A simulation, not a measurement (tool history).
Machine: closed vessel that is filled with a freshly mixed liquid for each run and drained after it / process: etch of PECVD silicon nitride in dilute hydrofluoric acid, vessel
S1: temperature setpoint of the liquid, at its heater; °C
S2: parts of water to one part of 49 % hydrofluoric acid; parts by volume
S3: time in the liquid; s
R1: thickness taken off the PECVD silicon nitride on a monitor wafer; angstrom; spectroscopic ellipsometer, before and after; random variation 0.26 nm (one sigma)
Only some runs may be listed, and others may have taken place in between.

run 1 hour=0 | S1=25 S2=65 S3=1570 | R1=715.38
run 2 hour=9.1 | S1=22.5 S2=70 S3=1570 | R1=565.64
run 3 hour=16.7 | S1=20.5 S2=75 S3=1570 | R1=461.49
run 4 hour=25.2 | S1=22.5 S2=75 S3=1570 | R1=521.13
run 5 hour=34 | S1=22.5 S2=75 S3=1680 | R1=562.32
-- hour=37.1 hydrofluoric acid flow meter replaced
run 6 hour=37.1 | S1=22.5 S2=85 S3=1680 | R1=537.51
run 7 hour=46.4 | S1=20.5 S2=90 S3=1680 | R1=438.2
run 8 hour=52.8 | S1=19.5 S2=95 S3=1680 | R1=390.3

What does the tool deliver on the next run?
run 9 hour=55.1 | S1=18.5 S2=95 S3=1680 | R1=?

{"run 9": {"R1": 367.41}}
